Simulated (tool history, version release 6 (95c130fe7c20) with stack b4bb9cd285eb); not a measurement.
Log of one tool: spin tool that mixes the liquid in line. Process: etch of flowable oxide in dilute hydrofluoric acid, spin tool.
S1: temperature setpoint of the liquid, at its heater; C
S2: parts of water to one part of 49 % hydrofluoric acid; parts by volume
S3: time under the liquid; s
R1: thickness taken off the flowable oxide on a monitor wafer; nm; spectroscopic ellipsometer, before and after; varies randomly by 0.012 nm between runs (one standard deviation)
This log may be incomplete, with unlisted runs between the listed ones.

run	day	S1	S2	S3	R1
1	0	24	265	30	2.9829
2	0.204	24.5	265	30	3.0449
3	0.479	25	265	30	3.0853
4	0.629	25.5	265	30	3.1595
5	0.867	25.5	225	30	3.8697
6	1.167	25.5	130	30	7.4539
7	1.417	23.5	150	30	5.807
8	1.762	22	160	30	5.1163
9	2.038	20.5	170	30	4.5031
10	2.112	19.5	175	30	4.1869
11	2.442	19	180	30	3.9757

The next listed run, before its measurement:
12	2.546	18.5	185	30	?

R1: 3.7866 nm
